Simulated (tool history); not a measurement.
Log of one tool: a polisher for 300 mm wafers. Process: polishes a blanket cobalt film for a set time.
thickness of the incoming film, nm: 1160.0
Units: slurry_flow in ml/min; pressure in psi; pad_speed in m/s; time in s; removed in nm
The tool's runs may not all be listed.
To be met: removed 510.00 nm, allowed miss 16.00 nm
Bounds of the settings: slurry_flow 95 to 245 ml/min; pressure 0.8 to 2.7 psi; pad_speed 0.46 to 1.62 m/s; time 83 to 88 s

| run | day | slurry_flow | pressure | pad_speed | time | removed |
|---|---|---|---|---|---|---|
| 1 | 0.000 | 155 | 1.7 | 1.04 | 83 | 328.36 |
| 2 | 0.175 | 195 | 1.7 | 1.04 | 83 | 340.24 |
| 3 | 0.321 | 195 | 2.0 | 1.04 | 83 | 403.37 |
| 4 | 0.396 | 195 | 1.8 | 1.04 | 83 | 357.09 |
| 5 | 0.525 | 195 | 1.9 | 1.04 | 83 | 381.51 |
| 6 | 0.683 | 195 | 2.0 | 1.04 | 83 | 394.77 |
| 7 | 0.858 | 195 | 2.1 | 1.04 | 83 | 418.17 |
| 8 | 1.088 | 200 | 2.3 | 1.04 | 83 | 460.94 |
| 9 | 1.404 | 200 | 2.3 | 1.04 | 83 | 458.96 |

Which of these 4 next moves meets every target?
| A | 1.721 | 205 | 1.9 | 1.08 | 88 | ? |
| B | 1.721 | 230 | 2.2 | 0.98 | 84 | ? |
| C | 1.721 | 185 | 2.3 | 1.08 | 85 | ? |
| D | 1.721 | 175 | 2.3 | 1.16 | 85 | ? |

| move | removed |
|---|---|
| A | 425.72 |
| B | 432.96 |
| C | 488.19 |
| D | 518.77 |
A: further off than the last run
B: further off than the last run
C: nearer than the last run, and not there yet
D: meets every target
The right move is D.
